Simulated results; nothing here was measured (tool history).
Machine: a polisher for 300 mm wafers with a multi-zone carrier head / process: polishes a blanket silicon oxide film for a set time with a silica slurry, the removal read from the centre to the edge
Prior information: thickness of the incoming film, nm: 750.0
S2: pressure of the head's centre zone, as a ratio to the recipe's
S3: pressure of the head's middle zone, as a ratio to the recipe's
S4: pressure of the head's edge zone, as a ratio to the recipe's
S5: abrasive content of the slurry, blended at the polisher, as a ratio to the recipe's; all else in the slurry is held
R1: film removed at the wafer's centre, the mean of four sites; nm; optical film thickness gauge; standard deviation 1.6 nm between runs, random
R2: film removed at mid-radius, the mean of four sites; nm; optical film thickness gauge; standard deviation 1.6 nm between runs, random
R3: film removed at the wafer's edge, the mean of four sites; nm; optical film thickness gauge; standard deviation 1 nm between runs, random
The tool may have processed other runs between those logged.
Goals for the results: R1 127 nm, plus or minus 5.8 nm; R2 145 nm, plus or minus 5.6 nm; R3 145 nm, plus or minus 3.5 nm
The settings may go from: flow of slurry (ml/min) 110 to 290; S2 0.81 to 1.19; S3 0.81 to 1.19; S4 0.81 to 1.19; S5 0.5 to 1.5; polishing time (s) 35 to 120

run 1 hour=0 | flow_of_slurry_(ml/min)=185 S2=1 S3=1 S4=1 S5=1 polishing_time_(s)=77 | R1=194.24 R2=200.53 R3=196.75
run 2 hour=5.4 | flow_of_slurry_(ml/min)=175 S2=0.96 S3=0.98 S4=0.97 S5=0.9 polishing_time_(s)=77 | R1=181.44 R2=179.2 R3=183.88
run 3 hour=12.4 | flow_of_slurry_(ml/min)=170 S2=0.92 S3=1.01 S4=0.97 S5=0.8 polishing_time_(s)=76 | R1=164.92 R2=179.94 R3=173.83
run 4 hour=19.6 | flow_of_slurry_(ml/min)=150 S2=0.92 S3=1.01 S4=0.97 S5=0.8 polishing_time_(s)=76 | R1=162.64 R2=176.39 R3=173.91
run 5 hour=27.5 | flow_of_slurry_(ml/min)=150 S2=0.92 S3=0.98 S4=0.97 S5=0.8 polishing_time_(s)=76 | R1=166.99 R2=169.65 R3=175.73
run 6 hour=29.5 | flow_of_slurry_(ml/min)=150 S2=0.92 S3=0.98 S4=1 S5=0.8 polishing_time_(s)=76 | R1=161.29 R2=168.6 R3=173.64
run 7 hour=34.5 | flow_of_slurry_(ml/min)=150 S2=0.91 S3=0.98 S4=1.01 S5=0.75 polishing_time_(s)=75 | R1=155.36 R2=167.79 R3=171.21
run 8 hour=37.1 | flow_of_slurry_(ml/min)=145 S2=0.89 S3=0.98 S4=1 S5=0.7 polishing_time_(s)=74 | R1=148.04 R2=159.28 R3=162.73
run 9 hour=40.6 | flow_of_slurry_(ml/min)=120 S2=0.81 S3=1 S4=0.96 S5=0.55 polishing_time_(s)=73 | R1=117.46 R2=143.83 R3=141.38
run 10 hour=42.5 | flow_of_slurry_(ml/min)=125 S2=0.82 S3=1 S4=0.96 S5=0.55 polishing_time_(s)=73 | R1=117.29 R2=144.84 R3=144.56
run 11 hour=48.6 | flow_of_slurry_(ml/min)=125 S2=0.82 S3=1 S4=0.96 S5=0.55 polishing_time_(s)=73 | R1=119.13 R2=140.98 R3=142.9

Which of these 5 next moves meets every target?
run A hour=54.7 | flow_of_slurry_(ml/min)=125 S2=0.85 S3=1.03 S4=0.92 S5=0.55 polishing_time_(s)=76 | R1=? R2=? R3=?
run B hour=54.7 | flow_of_slurry_(ml/min)=160 S2=0.89 S3=1.17 S4=0.96 S5=0.6 polishing_time_(s)=67 | R1=? R2=? R3=?
run C hour=54.7 | flow_of_slurry_(ml/min)=120 S2=0.81 S3=1.01 S4=0.99 S5=0.65 polishing_time_(s)=69 | R1=? R2=? R3=?
run D hour=54.7 | flow_of_slurry_(ml/min)=160 S2=0.84 S3=0.97 S4=0.94 S5=0.65 polishing_time_(s)=69 | R1=? R2=? R3=?
run E hour=54.7 | flow_of_slurry_(ml/min)=155 S2=0.81 S3=1.04 S4=0.96 S5=0.55 polishing_time_(s)=69 | R1=? R2=? R3=?

move=A R1=129.47 R2=154.85 R3=144.75
move=B R1=127.67 R2=161.77 R3=136.92
move=C R1=118.06 R2=145.94 R3=143.83
move=D R1=127.42 R2=146.12 R3=144.02
move=E R1=115.35 R2=145.57 R3=136.62
A: gets the furthest-off result to its target, but another result is out of tolerance
B: gets the furthest-off result to its target, but another result is out of tolerance
C: misses by more than the last run did
D: every result lands within tolerance
E: misses by more than the last run did
The right move is D.
